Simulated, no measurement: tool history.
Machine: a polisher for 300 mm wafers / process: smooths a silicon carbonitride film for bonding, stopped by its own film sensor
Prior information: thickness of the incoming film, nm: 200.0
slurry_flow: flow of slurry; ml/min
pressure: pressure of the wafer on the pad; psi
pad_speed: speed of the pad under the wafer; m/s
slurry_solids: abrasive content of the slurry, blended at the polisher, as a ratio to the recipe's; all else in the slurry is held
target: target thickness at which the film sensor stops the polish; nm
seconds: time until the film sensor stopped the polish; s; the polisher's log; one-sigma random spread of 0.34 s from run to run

run,hour,slurry_flow,pressure,pad_speed,slurry_solids,target,seconds
1,0.0,170,2.4,1.08,1.0,174,73.623
2,5.6,170,2.4,1.24,1.0,174,65.782
3,8.5,175,2.5,1.24,1.0,174,62.919
4,12.9,175,2.6,1.24,1.0,174,60.836
5,15.6,210,2.6,1.24,1.0,174,59.557
6,21.9,210,2.7,1.24,1.0,174,57.723
7,27.8,210,2.8,1.24,1.0,174,55.452
8,31.8,210,2.9,1.24,1.0,174,52.788
9,40.6,210,3.0,1.24,1.0,174,52.733
10,46.6,210,3.1,1.24,1.0,174,49.847
11,48.5,210,3.1,1.24,1.0,174,50.052
12,56.1,210,3.2,1.24,1.0,174,48.194
13,59.5,210,3.4,1.24,1.0,174,45.269
# hour 68.0: head pressure recalibrated
14,68.0,215,3.5,1.24,1.0,174,47.380
15,71.3,220,3.5,1.24,1.0,174,45.920

What will run 16 give?
16,77.5,255,3.7,1.24,1.0,174,?

seconds: 42.962 s
